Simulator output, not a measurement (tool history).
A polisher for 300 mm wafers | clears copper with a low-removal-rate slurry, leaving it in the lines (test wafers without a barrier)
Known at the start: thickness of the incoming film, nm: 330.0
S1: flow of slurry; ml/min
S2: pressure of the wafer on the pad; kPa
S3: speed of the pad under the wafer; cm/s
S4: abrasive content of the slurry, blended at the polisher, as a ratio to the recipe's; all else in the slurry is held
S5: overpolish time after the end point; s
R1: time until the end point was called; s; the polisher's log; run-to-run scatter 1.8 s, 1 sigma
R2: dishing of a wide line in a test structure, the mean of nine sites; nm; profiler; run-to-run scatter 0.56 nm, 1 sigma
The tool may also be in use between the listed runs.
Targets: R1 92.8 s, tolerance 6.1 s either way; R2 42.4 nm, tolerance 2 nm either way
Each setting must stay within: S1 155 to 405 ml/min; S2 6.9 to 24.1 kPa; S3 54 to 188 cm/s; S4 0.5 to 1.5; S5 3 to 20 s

run	hour	S1	S2	S3	S4	S5	R1	R2
1	0	260	15.2	120	1	10	131.61	19.565
2	7.2	260	16.5	120	1	10	118.85	21.407
3	14.8	305	16.5	120	1	10	117.23	21.735
4	23.6	305	17.2	120	1	12	112.53	27.072
5	32.5	305	17.9	120	1	13	106.93	29.319
6	40	305	17.9	102	1	13	125.14	25.327
7	40.9	305	19.3	104	1	14	118.65	30.162
8	43.2	305	20.7	104	1	14	109.46	31.896
9	45.2	300	21.4	106	1	14	99.978	32.533
10	47.1	300	21.4	108	1	15	102.35	35.261
11	52.2	305	22.1	108	1	15	99.221	35.739
12	60.4	305	22.1	110	1	15	95.054	36.151
13	66.2	305	22.1	110	1	16	96.183	39.542
14	71.1	305	22.8	110	1	16	95.07	39.832
15	76.9	310	22.8	110	1	16	95.334	40.007

Consider the 5 candidate settings below. Which is the only one whose results all fall within their allowed miss of target?
A	82.7	225	23.4	100	1.15	16	?	?
B	82.7	295	21.4	116	1.1	15	?	?
C	82.7	315	22.8	104	0.9	16	?	?
D	82.7	340	22.1	112	1.1	15	?	?
E	82.7	325	22.8	120	0.75	17	?	?

move	R1	R2
A	97.323	38.492
B	91.317	38.283
C	99.698	37.672
D	90.667	38.574
E	90.482	42.869
A: moves away from the targets compared with the last run
B: moves away from the targets compared with the last run
C: moves away from the targets compared with the last run
D: moves away from the targets compared with the last run
E: each result inside its tolerance
Go with E: it meets all targets.
